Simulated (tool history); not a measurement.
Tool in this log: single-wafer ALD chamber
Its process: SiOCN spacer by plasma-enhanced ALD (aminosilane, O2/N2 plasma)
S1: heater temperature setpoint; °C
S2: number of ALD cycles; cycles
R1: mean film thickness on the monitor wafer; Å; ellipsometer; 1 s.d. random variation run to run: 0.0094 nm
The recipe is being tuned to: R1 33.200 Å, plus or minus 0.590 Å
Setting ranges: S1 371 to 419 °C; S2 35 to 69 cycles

run	day	S1	S2	R1
1	0.000	395	52	29.135
2	0.242	395	49	27.715
3	0.517	395	51	28.691
4	0.808	395	53	29.879
5	1.188	404	53	29.462
6	1.504	412	53	28.864
7	1.562	410	54	29.435
8	1.796	408	55	30.309
9	2.138	407	56	31.005
10	2.296	406	57	31.593
11	2.608	405	57	31.754
12	2.888	404	57	31.641
13	3.179	403	57	31.779
14	3.421	402	57	31.770
15	3.662	401	57	32.051
16	3.925	400	57	32.008

Which single option among these 4 for the next run brings every result within its allowed miss of target? Just one does.
A	4.188	403	57	?
B	4.188	402	59	?
C	4.188	402	57	?
D	4.188	399	54	?

move	R1
A	31.808
B	33.014
C	31.895
D	30.336
A: further off than the last run
B: meets every target
C: further off than the last run
D: further off than the last run
So the answer is move B, the one that meets all the targets.
